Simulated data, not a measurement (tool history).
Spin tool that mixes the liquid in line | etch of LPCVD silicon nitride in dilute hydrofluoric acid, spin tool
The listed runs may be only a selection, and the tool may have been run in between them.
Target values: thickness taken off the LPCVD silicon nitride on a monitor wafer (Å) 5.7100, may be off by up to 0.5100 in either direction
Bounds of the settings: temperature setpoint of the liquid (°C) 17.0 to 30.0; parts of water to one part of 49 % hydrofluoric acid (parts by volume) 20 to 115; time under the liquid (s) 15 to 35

run    day  temperature setpoint of the liquid (°C)  parts of water to one part of 49 % hydrofluoric acid (parts by volume)  time under the liquid (s)  thickness taken off the LPCVD silicon nitride on a monitor wafer (Å)
  1  0.000                                     22.0                                                                      65                         35                                                                2.2349
  2  0.271                                     22.0                                                                      55                         35                                                                2.4766
  3  0.367                                     22.0                                                                      65                         35                                                                2.1181
  4  0.425                                     22.0                                                                      65                         35                                                                2.1298
  5  0.488                                     23.0                                                                      60                         35                                                                2.5541
  6  0.533                                     23.0                                                                      60                         15                                                                1.1292
  7  0.883                                     22.0                                                                      55                         20                                                                1.5303
  8  1.167                                     23.0                                                                      65                         20                                                                1.3618
  9  1.521                                     22.0                                                                      60                         20                                                                1.3808
 10  1.896                                     23.0                                                                      55                         20                                                                1.6340
 11  1.958                                     22.0                                                                      50                         20                                                                1.5904
 12  2.038                                     26.0                                                                      25                         35                                                                7.3321
 13  2.125                                     25.0                                                                      25                         35                                                                7.1000
 14  2.150                                     24.0                                                                      25                         35                                                                6.4550

Next run, 5 choices. One meets every target within its allowed miss, the rest don't. Which?
  A  2.175                                     26.5                                                                      20                         30                                                                     ?
  B  2.175                                     22.5                                                                      25                         35                                                                     ?
  C  2.175                                     23.0                                                                      20                         35                                                                     ?
  D  2.175                                     29.5                                                                      25                         30                                                                     ?
  E  2.175                                     23.5                                                                      20                         35                                                                     ?

move  thickness taken off the LPCVD silicon nitride on a monitor wafer (Å)
   A                                                                8.4065
   B                                                                6.0313
   C                                                                7.7260
   D                                                                8.2844
   E                                                                7.9967
A: its largest miss is bigger than the last run's
B: all results in spec
C: its largest miss is bigger than the last run's
D: its largest miss is bigger than the last run's
E: its largest miss is bigger than the last run's
Correct choice: B, which meets every target

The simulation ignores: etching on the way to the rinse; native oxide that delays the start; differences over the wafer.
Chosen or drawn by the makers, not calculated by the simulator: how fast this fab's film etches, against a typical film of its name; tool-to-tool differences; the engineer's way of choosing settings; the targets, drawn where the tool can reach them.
